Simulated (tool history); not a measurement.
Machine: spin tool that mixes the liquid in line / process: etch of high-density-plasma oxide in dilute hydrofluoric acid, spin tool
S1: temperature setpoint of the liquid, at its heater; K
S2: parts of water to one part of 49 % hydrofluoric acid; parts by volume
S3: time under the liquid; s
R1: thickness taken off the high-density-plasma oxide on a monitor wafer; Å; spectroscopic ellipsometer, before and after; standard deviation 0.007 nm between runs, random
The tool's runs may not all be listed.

run	hour	S1	S2	S3	R1
1	0	298.15	145	50	21.324
2	3.6	298.15	115	50	28.109
3	10.9	295.15	115	50	24.918
4	12.1	295.15	115	50	24.695
5	15.7	294.65	120	50	23.06
6	22	294.65	120	50	23.098
7	26.4	294.65	120	50	23.161
8	28.1	294.15	125	50	21.644
9	36.6	293.65	125	50	21.28

The next listed run, before its measurement:
10	41.9	293.15	130	50	?

{"run 10": {"R1": 19.853}}
